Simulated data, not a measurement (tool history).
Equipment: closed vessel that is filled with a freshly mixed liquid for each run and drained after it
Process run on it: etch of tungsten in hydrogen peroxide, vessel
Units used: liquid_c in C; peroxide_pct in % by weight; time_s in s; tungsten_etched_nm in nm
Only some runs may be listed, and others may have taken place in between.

run	hour	liquid_c	peroxide_pct	time_s	tungsten_etched_nm
1	0.0	51.0	22	105	162.23
2	4.6	48.5	22	105	140.53
3	12.4	46.5	22	105	123.44
4	18.1	45.0	22	105	112.63
5	25.2	44.0	22	105	105.24
6	30.1	44.0	26	105	115.67
7	35.5	38.5	26	105	79.68

What does the tool deliver on the next run?
8	42.4	39.0	26	105	?

tungsten_etched_nm: 83.21 nm
